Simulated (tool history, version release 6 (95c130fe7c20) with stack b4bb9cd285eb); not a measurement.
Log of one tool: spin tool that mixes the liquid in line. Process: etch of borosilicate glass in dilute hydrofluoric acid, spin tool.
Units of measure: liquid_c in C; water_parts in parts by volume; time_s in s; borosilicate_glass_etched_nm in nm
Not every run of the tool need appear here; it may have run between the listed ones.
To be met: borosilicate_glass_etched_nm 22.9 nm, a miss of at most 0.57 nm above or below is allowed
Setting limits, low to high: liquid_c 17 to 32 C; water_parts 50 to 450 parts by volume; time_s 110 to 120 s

run,hour,liquid_c,water_parts,time_s,borosilicate_glass_etched_nm
1,0,24,250,110,9.3228
2,3.6,26.5,205,110,13.064
3,5.3,26.5,205,110,13.09
4,8.3,26.5,205,110,13.152
5,15.5,28.5,185,110,15.869
6,21.1,29.5,170,110,18.407
# hour 26.3: hydrofluoric acid flow meter replaced
7,26.3,30.5,165,110,21.641
8,32.1,31,165,110,21.842
9,36.8,31,165,110,21.644
10,44.6,32,160,110,23.684

Exercise: of the 5 proposed moves below, exactly one satisfies all targets within the stated allowed misses. Which move is it?
A,52.4,31.5,165,120,?
B,52.4,31,170,120,?
C,52.4,31,165,120,?
D,52.4,29.5,145,110,?
E,52.4,29,140,110,?

move,borosilicate_glass_etched_nm
A,24.14
B,22.873
C,23.721
D,24.075
E,24.644
A: further off than the last run
B: all results in spec
C: about as far from the targets as the last run
D: further off than the last run
E: further off than the last run
Go with B: it meets all targets.
